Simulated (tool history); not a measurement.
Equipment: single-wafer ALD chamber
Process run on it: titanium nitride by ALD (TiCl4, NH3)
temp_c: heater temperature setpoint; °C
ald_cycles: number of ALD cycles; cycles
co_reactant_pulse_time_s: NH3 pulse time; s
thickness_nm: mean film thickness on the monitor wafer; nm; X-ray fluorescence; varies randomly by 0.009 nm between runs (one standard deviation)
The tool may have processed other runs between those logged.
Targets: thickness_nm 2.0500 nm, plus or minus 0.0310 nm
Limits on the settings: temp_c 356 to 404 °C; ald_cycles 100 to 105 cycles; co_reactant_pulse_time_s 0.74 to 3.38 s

| run | hour | temp_c | ald_cycles | co_reactant_pulse_time_s | thickness_nm |
|---|---|---|---|---|---|
| 1 | 0.0 | 380 | 105 | 2.06 | 2.3091 |
| 2 | 1.8 | 372 | 103 | 1.61 | 2.2445 |
| 3 | 6.9 | 372 | 103 | 2.04 | 2.2810 |
| 4 | 14.8 | 383 | 102 | 1.60 | 2.2345 |
| 5 | 23.9 | 374 | 101 | 1.31 | 2.1686 |
| 6 | 28.9 | 368 | 101 | 1.12 | 2.0900 |
| 7 | 33.6 | 367 | 101 | 1.10 | 2.0926 |
| 8 | 36.9 | 362 | 100 | 0.74 | 1.9294 |

Exercise: of the 5 proposed moves below, exactly one satisfies all targets within the stated allowed misses. Which move is it?
| A | 40.2 | 364 | 105 | 0.89 | ? |
| B | 40.2 | 359 | 105 | 0.84 | ? |
| C | 40.2 | 362 | 103 | 1.11 | ? |
| D | 40.2 | 365 | 105 | 0.89 | ? |
| E | 40.2 | 368 | 103 | 1.17 | ? |

| move | thickness_nm |
|---|---|
| A | 2.0906 |
| B | 2.0409 |
| C | 2.0961 |
| D | 2.0969 |
| E | 2.1404 |
A: the result that was furthest off in the last run now lies on the other side of its target
B: in spec on every target
C: the result that was furthest off in the last run now lies on the other side of its target
D: the result that was furthest off in the last run now lies on the other side of its target
E: the result that was furthest off in the last run now lies on the other side of its target
The right move is B.
